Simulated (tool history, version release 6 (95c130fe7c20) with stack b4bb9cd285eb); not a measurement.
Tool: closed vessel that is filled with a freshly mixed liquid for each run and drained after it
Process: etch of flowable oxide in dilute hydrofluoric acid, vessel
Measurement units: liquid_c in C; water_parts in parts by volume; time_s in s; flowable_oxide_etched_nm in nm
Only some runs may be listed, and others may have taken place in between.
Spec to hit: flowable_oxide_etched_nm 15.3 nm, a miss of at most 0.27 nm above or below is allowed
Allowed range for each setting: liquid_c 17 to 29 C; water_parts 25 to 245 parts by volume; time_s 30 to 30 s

Run 1, hour 0: liquid_c 21 C, water_parts 135 parts by volume, time_s 30 s. Result: flowable_oxide_etched_nm 7.4738 nm.
Run 2, hour 6.3: liquid_c 22 C, water_parts 130 parts by volume, time_s 30 s. Result: flowable_oxide_etched_nm 8.135 nm.
Run 3, hour 11.2: liquid_c 22 C, water_parts 170 parts by volume, time_s 30 s. Result: flowable_oxide_etched_nm 5.9731 nm.
Run 4, hour 13.7: liquid_c 18.5 C, water_parts 170 parts by volume, time_s 30 s. Result: flowable_oxide_etched_nm 5.2135 nm.
Run 5, hour 22.3: liquid_c 20 C, water_parts 160 parts by volume, time_s 30 s. Result: flowable_oxide_etched_nm 5.926 nm.
Run 6, hour 24.3: liquid_c 20 C, water_parts 160 parts by volume, time_s 30 s. Result: flowable_oxide_etched_nm 5.9201 nm.
Run 7, hour 25.2: liquid_c 21 C, water_parts 150 parts by volume, time_s 30 s. Result: flowable_oxide_etched_nm 6.634 nm.
Run 8, hour 32.4: liquid_c 25 C, water_parts 95 parts by volume, time_s 30 s. Result: flowable_oxide_etched_nm 13.081 nm.
Run 9, hour 41: liquid_c 25.5 C, water_parts 95 parts by volume, time_s 30 s. Result: flowable_oxide_etched_nm 13.361 nm.
Run 10, hour 49.3: liquid_c 26 C, water_parts 95 parts by volume, time_s 30 s. Result: flowable_oxide_etched_nm 13.532 nm.

Exercise: of the 5 proposed moves below, exactly one satisfies all targets within the stated allowed misses. Which move is it?
Run A, hour 57.6: liquid_c 25.5 C, water_parts 80 parts by volume, time_s 30 s. Result: flowable_oxide_etched_nm ?.
Run B, hour 57.6: liquid_c 25.5 C, water_parts 110 parts by volume, time_s 30 s. Result: flowable_oxide_etched_nm ?.
Run C, hour 57.6: liquid_c 29 C, water_parts 95 parts by volume, time_s 30 s. Result: flowable_oxide_etched_nm ?.
Run D, hour 57.6: liquid_c 23 C, water_parts 95 parts by volume, time_s 30 s. Result: flowable_oxide_etched_nm ?.
Run E, hour 57.6: liquid_c 25 C, water_parts 110 parts by volume, time_s 30 s. Result: flowable_oxide_etched_nm ?.

move  flowable_oxide_etched_nm
   A                    16.211
   B                    11.345
   C                    15.326
   D                    12.124
   E                    11.127
A: the result that was furthest off in the last run now lies on the other side of its target
B: its largest miss is bigger than the last run's
C: every result lands within tolerance
D: its largest miss is bigger than the last run's
E: its largest miss is bigger than the last run's
The move that meets every target is C.
